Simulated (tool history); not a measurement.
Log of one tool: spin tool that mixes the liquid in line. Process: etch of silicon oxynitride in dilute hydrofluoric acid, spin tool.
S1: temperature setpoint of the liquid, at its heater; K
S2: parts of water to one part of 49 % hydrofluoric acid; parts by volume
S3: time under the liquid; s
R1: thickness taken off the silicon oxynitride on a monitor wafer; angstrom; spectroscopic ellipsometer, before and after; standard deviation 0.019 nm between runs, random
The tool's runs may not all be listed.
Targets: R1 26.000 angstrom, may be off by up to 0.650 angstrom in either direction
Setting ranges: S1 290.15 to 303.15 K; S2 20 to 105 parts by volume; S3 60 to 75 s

run  hour      S1  S2  S3      R1
  1   0.0  295.15  55  75  29.293
  2   7.2  295.15  45  75  35.906
  3  10.5  298.65  45  75  42.733
  4  19.3  298.65  45  60  34.926
  5  23.5  298.65  30  60  52.185
  6  31.7  298.65  50  60  30.927
  7  33.3  297.15  50  60  28.513
  8  39.1  296.65  50  60  27.951

Consider the 5 candidate settings below. Which is the only one whose results all fall within their allowed miss of target?
  A  44.9  295.65  55  65   ?
  B  44.9  294.65  60  70   ?
  C  44.9  300.65  65  65   ?
  D  44.9  291.65  45  70   ?
  E  44.9  296.15  55  60   ?

move      R1
   A  26.021
   B  24.351
   C  27.822
   D  28.174
   E  24.621
A: meets every target
B: moves the result that the last run missed by most past its target, out the other side
C: moves toward the targets from the last run without getting all of them in spec
D: lands further from the targets than the last run did
E: moves the result that the last run missed by most past its target, out the other side
Move A is the one to make.
